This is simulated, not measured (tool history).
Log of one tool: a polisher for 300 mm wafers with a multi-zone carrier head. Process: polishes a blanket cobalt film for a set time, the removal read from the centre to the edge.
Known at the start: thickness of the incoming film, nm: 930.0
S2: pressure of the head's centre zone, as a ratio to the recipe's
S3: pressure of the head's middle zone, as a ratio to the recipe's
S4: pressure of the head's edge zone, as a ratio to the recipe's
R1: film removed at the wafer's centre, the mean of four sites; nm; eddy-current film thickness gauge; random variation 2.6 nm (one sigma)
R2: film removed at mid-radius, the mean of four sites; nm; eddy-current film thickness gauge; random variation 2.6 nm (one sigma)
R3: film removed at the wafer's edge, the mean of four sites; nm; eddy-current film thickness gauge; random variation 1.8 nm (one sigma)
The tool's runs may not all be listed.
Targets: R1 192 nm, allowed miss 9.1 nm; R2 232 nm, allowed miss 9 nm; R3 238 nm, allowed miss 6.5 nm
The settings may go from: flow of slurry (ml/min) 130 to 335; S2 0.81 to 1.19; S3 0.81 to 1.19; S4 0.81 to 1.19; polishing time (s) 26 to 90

run 1 day=0 | flow_of_slurry_(ml/min)=215 S2=1 S3=1 S4=1 polishing_time_(s)=58 | R1=296.67 R2=304.94 R3=293.53
run 2 day=0.1 | flow_of_slurry_(ml/min)=215 S2=1 S3=1 S4=0.96 polishing_time_(s)=58 | R1=292.11 R2=301.22 R3=286.17
run 3 day=0.225 | flow_of_slurry_(ml/min)=215 S2=1 S3=1 S4=0.96 polishing_time_(s)=44 | R1=225.55 R2=234.71 R3=221.26
run 4 day=0.283 | flow_of_slurry_(ml/min)=215 S2=1 S3=1 S4=0.93 polishing_time_(s)=44 | R1=220.46 R2=230.15 R3=217.32
run 5 day=0.483 | flow_of_slurry_(ml/min)=215 S2=1 S3=1 S4=0.89 polishing_time_(s)=44 | R1=222.2 R2=227.68 R3=211.09
run 6 day=0.517 | flow_of_slurry_(ml/min)=215 S2=1 S3=1.04 S4=0.89 polishing_time_(s)=44 | R1=222.57 R2=239.02 R3=210.69
run 7 day=0.817 | flow_of_slurry_(ml/min)=210 S2=0.9 S3=0.98 S4=0.99 polishing_time_(s)=46 | R1=210.64 R2=234.1 R3=234.91
run 8 day=0.875 | flow_of_slurry_(ml/min)=210 S2=0.89 S3=0.98 S4=0.99 polishing_time_(s)=46 | R1=210.19 R2=235.97 R3=235.93

5 next moves are on the table. One of them brings every result within its allowed miss. Which?
run A day=0.933 | flow_of_slurry_(ml/min)=195 S2=0.86 S3=1 S4=1.09 polishing_time_(s)=45 | R1=? R2=? R3=?
run B day=0.933 | flow_of_slurry_(ml/min)=230 S2=0.92 S3=1.04 S4=0.94 polishing_time_(s)=47 | R1=? R2=? R3=?
run C day=0.933 | flow_of_slurry_(ml/min)=220 S2=0.92 S3=1.03 S4=0.93 polishing_time_(s)=47 | R1=? R2=? R3=?
run D day=0.933 | flow_of_slurry_(ml/min)=225 S2=0.94 S3=0.97 S4=0.99 polishing_time_(s)=47 | R1=? R2=? R3=?
run E day=0.933 | flow_of_slurry_(ml/min)=250 S2=1 S3=0.95 S4=1.03 polishing_time_(s)=44 | R1=? R2=? R3=?

move=A R1=194.24 R2=231.97 R3=239.84
move=B R1=221.78 R2=255.14 R3=236.23
move=C R1=220.58 R2=251.85 R3=234.24
move=D R1=225.93 R2=239.95 R3=241.91
move=E R1=227.88 R2=223.1 R3=232.84
A: meets every target
B: further off than the last run
C: further off than the last run
D: further off than the last run
E: further off than the last run
Answer: A
